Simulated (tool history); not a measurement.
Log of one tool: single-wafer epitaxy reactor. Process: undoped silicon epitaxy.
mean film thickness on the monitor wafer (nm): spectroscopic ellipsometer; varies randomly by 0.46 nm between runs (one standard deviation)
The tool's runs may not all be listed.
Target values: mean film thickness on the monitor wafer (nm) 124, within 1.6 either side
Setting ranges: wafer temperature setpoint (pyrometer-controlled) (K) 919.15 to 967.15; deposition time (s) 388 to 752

| run | hour | wafer temperature setpoint (pyrometer-controlled) (K) | deposition time (s) | mean film thickness on the monitor wafer (nm) |
|---|---|---|---|---|
| 1 | 0 | 943.15 | 570 | 152.38 |
| 2 | 2.6 | 942.15 | 570 | 148.49 |
| 3 | 5.1 | 941.15 | 570 | 145.89 |
| 4 | 12.5 | 940.15 | 570 | 141.58 |
| 5 | 14 | 939.15 | 570 | 138.96 |
| 6 | 15.2 | 938.15 | 570 | 136.22 |
| 7 | 19.5 | 937.15 | 570 | 132.75 |
| 8 | 27.2 | 935.15 | 570 | 127.22 |

Pick the move, out of 5, that brings all results within their allowed miss; only one does.
| A | 34.9 | 942.15 | 478 | ? |
| B | 34.9 | 933.15 | 613 | ? |
| C | 34.9 | 937.15 | 560 | ? |
| D | 34.9 | 937.15 | 563 | ? |
| E | 34.9 | 939.15 | 546 | ? |

| move | mean film thickness on the monitor wafer (nm) |
|---|---|
| A | 124.29 |
| B | 130.76 |
| C | 130.5 |
| D | 131.2 |
| E | 132.96 |
A: hits every target within its allowed miss
B: the biggest miss grows against the last run
C: the biggest miss grows against the last run
D: the biggest miss grows against the last run
E: the biggest miss grows against the last run
Move A is the one to make.
